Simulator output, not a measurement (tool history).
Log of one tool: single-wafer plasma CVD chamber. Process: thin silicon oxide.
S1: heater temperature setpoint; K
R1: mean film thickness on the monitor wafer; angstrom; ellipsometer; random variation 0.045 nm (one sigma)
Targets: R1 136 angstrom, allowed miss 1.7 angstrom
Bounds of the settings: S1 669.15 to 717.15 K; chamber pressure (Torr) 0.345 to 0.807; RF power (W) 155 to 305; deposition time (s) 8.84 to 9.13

{"run": 1, "day": 0.0, "S1": 693.15, "chamber pressure (Torr)": 0.576, "RF power (W)": 230, "deposition time (s)": 8.84, "R1": 98.823}
{"run": 2, "day": 0.138, "S1": 693.15, "chamber pressure (Torr)": 0.632, "RF power (W)": 230, "deposition time (s)": 8.84, "R1": 107.56}
{"run": 3, "day": 0.204, "S1": 693.15, "chamber pressure (Torr)": 0.681, "RF power (W)": 230, "deposition time (s)": 8.84, "R1": 115.73}
{"run": 4, "day": 0.354, "S1": 693.15, "chamber pressure (Torr)": 0.58, "RF power (W)": 230, "deposition time (s)": 8.84, "R1": 99.527}
{"run": 5, "day": 0.675, "S1": 703.15, "chamber pressure (Torr)": 0.58, "RF power (W)": 230, "deposition time (s)": 8.84, "R1": 98.697}
{"run": 6, "day": 0.879, "S1": 713.15, "chamber pressure (Torr)": 0.58, "RF power (W)": 230, "deposition time (s)": 8.84, "R1": 98.155}
{"run": 7, "day": 0.95, "S1": 713.15, "chamber pressure (Torr)": 0.646, "RF power (W)": 230, "deposition time (s)": 8.84, "R1": 108.17}
{"run": 8, "day": 1.154, "S1": 713.15, "chamber pressure (Torr)": 0.696, "RF power (W)": 230, "deposition time (s)": 8.84, "R1": 116.89}
{"run": 9, "day": 1.4, "S1": 713.15, "chamber pressure (Torr)": 0.729, "RF power (W)": 230, "deposition time (s)": 8.84, "R1": 121.3}
{"run": 10, "day": 1.75, "S1": 713.15, "chamber pressure (Torr)": 0.756, "RF power (W)": 230, "deposition time (s)": 8.84, "R1": 126.41}
{"run": 11, "day": 1.804, "S1": 713.15, "chamber pressure (Torr)": 0.773, "RF power (W)": 230, "deposition time (s)": 8.84, "R1": 129.24}
{"run": 12, "day": 2.104, "S1": 713.15, "chamber pressure (Torr)": 0.785, "RF power (W)": 230, "deposition time (s)": 8.84, "R1": 130.11}
{"run": 13, "day": 2.329, "S1": 713.15, "chamber pressure (Torr)": 0.793, "RF power (W)": 230, "deposition time (s)": 8.84, "R1": 131.58}
{"run": 14, "day": 2.546, "S1": 713.15, "chamber pressure (Torr)": 0.798, "RF power (W)": 230, "deposition time (s)": 8.84, "R1": 132.94}

Which of these 4 next moves meets every target?
{"run": "A", "day": 2.762, "S1": 713.15, "chamber pressure (Torr)": 0.791, "RF power (W)": 240, "deposition time (s)": 9.13, "R1": "?"}
{"run": "B", "day": 2.762, "S1": 716.15, "chamber pressure (Torr)": 0.796, "RF power (W)": 235, "deposition time (s)": 9.01, "R1": "?"}
{"run": "C", "day": 2.762, "S1": 717.15, "chamber pressure (Torr)": 0.775, "RF power (W)": 260, "deposition time (s)": 8.87, "R1": "?"}
{"run": "D", "day": 2.762, "S1": 717.15, "chamber pressure (Torr)": 0.796, "RF power (W)": 245, "deposition time (s)": 9, "R1": "?"}

move=A R1=140.4
move=B R1=137.03
move=C R1=140.7
move=D R1=140.72
A: takes the result that was furthest off past its target
B: meets every target
C: takes the result that was furthest off past its target
D: takes the result that was furthest off past its target
The right move is B.

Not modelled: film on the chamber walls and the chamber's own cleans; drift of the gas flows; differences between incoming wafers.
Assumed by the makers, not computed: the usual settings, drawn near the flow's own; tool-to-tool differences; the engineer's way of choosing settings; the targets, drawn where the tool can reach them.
